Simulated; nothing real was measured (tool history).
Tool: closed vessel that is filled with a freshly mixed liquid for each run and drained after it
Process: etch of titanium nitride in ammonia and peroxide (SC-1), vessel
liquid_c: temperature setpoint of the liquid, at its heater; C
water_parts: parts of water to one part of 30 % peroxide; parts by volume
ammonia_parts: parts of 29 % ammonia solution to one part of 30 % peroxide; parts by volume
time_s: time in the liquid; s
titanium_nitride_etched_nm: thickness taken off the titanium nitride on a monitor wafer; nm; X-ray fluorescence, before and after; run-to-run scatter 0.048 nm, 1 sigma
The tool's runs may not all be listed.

| run | hour | liquid_c | water_parts | ammonia_parts | time_s | titanium_nitride_etched_nm |
|---|---|---|---|---|---|---|
| 1 | 0 | 62 | 13.5 | 0.4 | 80 | 9.8653 |
| 2 | 7.7 | 62 | 13.5 | 0.35 | 80 | 9.6259 |
| 3 | 13.4 | 62 | 13.5 | 0.35 | 45 | 5.4152 |
| 4 | 15.3 | 62 | 11 | 0.35 | 45 | 6.1206 |
| 5 | 20.7 | 58 | 11 | 0.35 | 45 | 4.6725 |
| 6 | 24.2 | 58 | 11 | 0.35 | 80 | 8.2594 |

Run 7, settings as shown, results not yet in. Your forecast:
| 7 | 31.4 | 59.5 | 11 | 0.35 | 80 | ? |

{"run 7": {"titanium_nitride_etched_nm": 9.1689}}

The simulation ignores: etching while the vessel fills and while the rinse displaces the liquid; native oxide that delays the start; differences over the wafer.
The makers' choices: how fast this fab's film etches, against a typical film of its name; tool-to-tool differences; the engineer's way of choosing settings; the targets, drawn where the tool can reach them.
